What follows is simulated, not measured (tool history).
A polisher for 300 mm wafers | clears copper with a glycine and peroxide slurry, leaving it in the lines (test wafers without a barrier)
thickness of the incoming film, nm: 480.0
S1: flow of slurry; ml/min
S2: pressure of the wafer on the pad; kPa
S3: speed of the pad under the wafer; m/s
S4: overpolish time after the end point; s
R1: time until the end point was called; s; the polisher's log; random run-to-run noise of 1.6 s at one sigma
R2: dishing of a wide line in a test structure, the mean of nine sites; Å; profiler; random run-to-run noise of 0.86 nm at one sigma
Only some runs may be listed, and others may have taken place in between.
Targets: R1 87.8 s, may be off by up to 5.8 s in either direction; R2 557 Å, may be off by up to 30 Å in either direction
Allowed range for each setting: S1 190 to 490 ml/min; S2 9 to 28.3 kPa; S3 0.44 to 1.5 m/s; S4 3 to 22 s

Run 1, hour 0: S1 315 ml/min, S2 18.6 kPa, S3 0.96 m/s, S4 11 s. Result: R1 107.28 s, R2 322.91 Å.
Run 2, hour 8.6: S1 240 ml/min, S2 18.6 kPa, S3 0.96 m/s, S4 11 s. Result: R1 112.88 s, R2 319.19 Å.
Run 3, hour 12: S1 240 ml/min, S2 18.6 kPa, S3 1.18 m/s, S4 11 s. Result: R1 99.716 s, R2 360.42 Å.
Run 4, hour 17.4: S1 240 ml/min, S2 21.4 kPa, S3 1.18 m/s, S4 11 s. Result: R1 85.544 s, R2 392.8 Å.
Run 5, hour 20: S1 240 ml/min, S2 24.1 kPa, S3 1.18 m/s, S4 11 s. Result: R1 82.056 s, R2 439.36 Å.
Run 6, hour 28.4: S1 240 ml/min, S2 24.1 kPa, S3 0.98 m/s, S4 11 s. Result: R1 90.493 s, R2 389.29 Å.
Run 7, hour 36.5: S1 235 ml/min, S2 24.1 kPa, S3 0.98 m/s, S4 12 s. Result: R1 93.938 s, R2 409.66 Å.
Run 8, hour 38.1: S1 235 ml/min, S2 24.1 kPa, S3 0.98 m/s, S4 12 s. Result: R1 96.765 s, R2 408.88 Å.
Run 9, hour 42: S1 240 ml/min, S2 25.5 kPa, S3 0.98 m/s, S4 13 s. Result: R1 88.779 s, R2 448.1 Å.
Run 10, hour 45.9: S1 235 ml/min, S2 25.5 kPa, S3 0.98 m/s, S4 14 s. Result: R1 90.719 s, R2 486.73 Å.

Of the 4 settings listed for the next run, only one would bring every result within its allowed miss of target. Which one?
Run A, hour 49.8: S1 205 ml/min, S2 24.1 kPa, S3 0.84 m/s, S4 17 s. Result: R1 ?, R2 ?.
Run B, hour 49.8: S1 195 ml/min, S2 24.8 kPa, S3 1.14 m/s, S4 10 s. Result: R1 ?, R2 ?.
Run C, hour 49.8: S1 230 ml/min, S2 28.3 kPa, S3 1.08 m/s, S4 17 s. Result: R1 ?, R2 ?.
Run D, hour 49.8: S1 235 ml/min, S2 26.9 kPa, S3 0.98 m/s, S4 16 s. Result: R1 ?, R2 ?.

move      R1      R2
   A   110.2  488.79
   B  84.845  386.17
   C  77.718  650.96
   D  87.373  564.25
A: moves away from the targets compared with the last run
B: moves away from the targets compared with the last run
C: takes the result that was furthest off past its target
D: every result lands within tolerance
The right move is D.

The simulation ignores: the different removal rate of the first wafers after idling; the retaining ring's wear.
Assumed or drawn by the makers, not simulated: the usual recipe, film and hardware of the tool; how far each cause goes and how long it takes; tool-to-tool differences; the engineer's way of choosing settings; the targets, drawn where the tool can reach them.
